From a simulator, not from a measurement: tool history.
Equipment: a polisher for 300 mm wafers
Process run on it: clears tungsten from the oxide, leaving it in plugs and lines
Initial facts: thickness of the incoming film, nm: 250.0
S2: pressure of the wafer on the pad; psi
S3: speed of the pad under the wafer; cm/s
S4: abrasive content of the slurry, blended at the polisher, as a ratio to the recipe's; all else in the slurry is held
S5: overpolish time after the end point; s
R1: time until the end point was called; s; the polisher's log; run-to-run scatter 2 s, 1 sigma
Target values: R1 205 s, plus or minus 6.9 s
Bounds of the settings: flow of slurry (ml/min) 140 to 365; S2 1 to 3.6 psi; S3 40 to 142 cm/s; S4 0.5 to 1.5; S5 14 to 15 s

run 1 hour=0 | flow_of_slurry_(ml/min)=235 S2=2.3 S3=90 S4=1 S5=14 | R1=99.864
run 2 hour=5.7 | flow_of_slurry_(ml/min)=270 S2=2.3 S3=90 S4=1 S5=14 | R1=98.359
run 3 hour=12.4 | flow_of_slurry_(ml/min)=270 S2=2 S3=86 S4=1 S5=14 | R1=112.91
run 4 hour=15.5 | flow_of_slurry_(ml/min)=270 S2=2 S3=86 S4=0.85 S5=14 | R1=117.59
run 5 hour=22.3 | flow_of_slurry_(ml/min)=300 S2=2 S3=86 S4=0.85 S5=14 | R1=118.12
run 6 hour=28.1 | flow_of_slurry_(ml/min)=300 S2=2.2 S3=86 S4=0.85 S5=14 | R1=109.51
run 7 hour=30.6 | flow_of_slurry_(ml/min)=300 S2=1.9 S3=82 S4=0.85 S5=14 | R1=127.54
run 8 hour=39.3 | flow_of_slurry_(ml/min)=300 S2=1.7 S3=78 S4=0.85 S5=14 | R1=146.22
run 9 hour=39.9 | flow_of_slurry_(ml/min)=290 S2=1.1 S3=76 S4=0.85 S5=14 | R1=193.95

Exercise: of the 5 proposed moves below, exactly one satisfies all targets within the stated allowed misses. Which move is it?
run A hour=40.5 | flow_of_slurry_(ml/min)=295 S2=1.2 S3=80 S4=0.7 S5=15 | R1=?
run B hour=40.5 | flow_of_slurry_(ml/min)=265 S2=1.3 S3=66 S4=0.95 S5=15 | R1=?
run C hour=40.5 | flow_of_slurry_(ml/min)=345 S2=1 S3=78 S4=0.9 S5=14 | R1=?
run D hour=40.5 | flow_of_slurry_(ml/min)=295 S2=1 S3=84 S4=0.8 S5=15 | R1=?
run E hour=40.5 | flow_of_slurry_(ml/min)=315 S2=1.2 S3=70 S4=0.8 S5=14 | R1=?

move=A R1=188.28
move=B R1=195.46
move=C R1=191.62
move=D R1=188.66
move=E R1=202.31
A: lands further from the targets than the last run did
B: moves toward the targets from the last run without getting all of them in spec
C: lands further from the targets than the last run did
D: lands further from the targets than the last run did
E: each result inside its tolerance
The move that meets every target is E.

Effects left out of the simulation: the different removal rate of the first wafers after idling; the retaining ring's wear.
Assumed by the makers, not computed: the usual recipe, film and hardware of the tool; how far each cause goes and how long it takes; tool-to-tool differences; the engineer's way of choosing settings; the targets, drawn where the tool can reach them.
